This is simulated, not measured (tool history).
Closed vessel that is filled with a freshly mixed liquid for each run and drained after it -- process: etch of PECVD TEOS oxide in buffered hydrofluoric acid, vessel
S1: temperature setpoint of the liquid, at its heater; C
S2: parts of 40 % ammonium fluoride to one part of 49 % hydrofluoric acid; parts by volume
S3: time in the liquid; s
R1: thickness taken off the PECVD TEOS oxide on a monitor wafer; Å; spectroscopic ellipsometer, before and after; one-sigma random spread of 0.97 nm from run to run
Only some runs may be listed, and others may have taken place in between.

run  hour    S1    S2   S3      R1
  1   0.0  21.0  21.5  100  722.01
  2   1.1  22.0  21.5  100  752.14
  3   4.2  23.5  21.5  100  840.61
  4  11.0  21.5  21.5  100  752.46
  5  15.8  21.5  21.5  100  755.81
  6  20.0  18.0  21.5  100  616.51
  7  26.6  20.5  21.0  100  713.83
  8  28.6  22.5  21.0  100  803.22

What will run 9 give?
  9  34.2  23.5  21.0  100   ?

Run 9 yielded R1 853.70 Å.
